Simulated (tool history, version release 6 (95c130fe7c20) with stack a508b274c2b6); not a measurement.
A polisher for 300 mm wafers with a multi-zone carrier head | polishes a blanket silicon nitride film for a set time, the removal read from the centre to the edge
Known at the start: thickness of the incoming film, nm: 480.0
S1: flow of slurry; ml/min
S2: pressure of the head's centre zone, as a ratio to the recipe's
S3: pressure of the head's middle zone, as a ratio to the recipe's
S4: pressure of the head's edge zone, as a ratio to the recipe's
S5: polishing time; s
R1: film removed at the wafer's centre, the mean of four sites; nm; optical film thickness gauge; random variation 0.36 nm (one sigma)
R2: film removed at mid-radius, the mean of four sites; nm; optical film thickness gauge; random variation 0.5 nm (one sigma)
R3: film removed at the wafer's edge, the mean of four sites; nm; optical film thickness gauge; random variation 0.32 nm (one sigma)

run 1 hour=0.0 | S1=300 S2=1.00 S3=1.00 S4=1.00 S5=33 | R1=52.440 R2=51.940 R3=51.968
run 2 hour=1.8 | S1=300 S2=1.00 S3=1.07 S4=1.00 S5=33 | R1=52.503 R2=57.326 R3=52.656
run 3 hour=5.2 | S1=295 S2=0.97 S3=1.06 S4=0.97 S5=30 | R1=47.149 R2=50.199 R3=46.911
run 4 hour=10.3 | S1=295 S2=0.97 S3=1.06 S4=0.97 S5=22 | R1=33.587 R2=37.705 R3=33.910
run 5 hour=12.2 | S1=295 S2=0.97 S3=1.14 S4=0.97 S5=22 | R1=34.682 R2=39.715 R3=34.141
run 6 hour=12.7 | S1=295 S2=0.94 S3=1.13 S4=0.97 S5=22 | R1=32.987 R2=39.386 R3=34.375

The next listed run, before its measurement:
run 7 hour=18.1 | S1=295 S2=0.92 S3=1.12 S4=0.96 S5=22 | R1=? R2=? R3=?

Run 7 gave R1 31.887 nm, R2 39.816 nm, R3 33.835 nm.
